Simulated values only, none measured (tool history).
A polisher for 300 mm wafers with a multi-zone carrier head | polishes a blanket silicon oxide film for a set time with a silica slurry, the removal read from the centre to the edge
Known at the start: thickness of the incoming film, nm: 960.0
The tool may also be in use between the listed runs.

| run | day | flow of slurry (ml/min) | pressure of the head's centre zone | pressure of the head's middle zone | pressure of the head's edge zone | abrasive content of the slurry | polishing time (s) | film removed at the wafer's centre (angstrom) | film removed at mid-radius (angstrom) | film removed at the wafer's edge (angstrom) |
|---|---|---|---|---|---|---|---|---|---|---|
| 1 | 0.000 | 295 | 1.00 | 1.00 | 1.00 | 1.00 | 50 | 1542.40 | 1571.8 | 1543.7 |
| 2 | 0.112 | 295 | 1.00 | 1.00 | 1.00 | 1.00 | 62 | 2004.60 | 1935.8 | 1907.7 |
| 3 | 0.375 | 295 | 1.00 | 1.00 | 1.07 | 1.00 | 62 | 1985.70 | 1923.4 | 2001.1 |
| 4 | 0.429 | 350 | 1.00 | 1.00 | 1.07 | 1.00 | 62 | 2047.30 | 1966.6 | 2024.3 |
| 5 | 0.583 | 350 | 1.09 | 1.00 | 1.07 | 1.00 | 62 | 2151.90 | 1978.7 | 2005.6 |
| 6 | 0.675 | 350 | 1.09 | 1.00 | 1.11 | 1.00 | 62 | 2191.00 | 1953.3 | 2035.5 |
| 7 | 0.858 | 345 | 1.05 | 1.01 | 1.05 | 0.85 | 54 | 1684.60 | 1566.6 | 1569.8 |
| 8 | 0.921 | 330 | 0.98 | 1.04 | 1.01 | 0.75 | 49 | 1281.80 | 1335.2 | 1298.6 |
| 9 | 1.075 | 330 | 0.96 | 1.05 | 0.96 | 0.65 | 47 | 1109.50 | 1170.2 | 1096.0 |
| 10 | 1.446 | 325 | 0.93 | 1.05 | 0.92 | 0.60 | 47 | 1026.90 | 1117.8 | 1013.8 |
| 11 | 1.488 | 320 | 0.90 | 1.04 | 0.89 | 0.60 | 47 | 960.59 | 1095.6 | 998.3 |

The next listed run, before its measurement:
| 12 | 1.612 | 320 | 0.90 | 1.04 | 0.87 | 0.60 | 47 | ? | ? | ? |

Run 12 gave film removed at the wafer's centre (angstrom) 984.91, film removed at mid-radius (angstrom) 1101.5, film removed at the wafer's edge (angstrom) 983.3.

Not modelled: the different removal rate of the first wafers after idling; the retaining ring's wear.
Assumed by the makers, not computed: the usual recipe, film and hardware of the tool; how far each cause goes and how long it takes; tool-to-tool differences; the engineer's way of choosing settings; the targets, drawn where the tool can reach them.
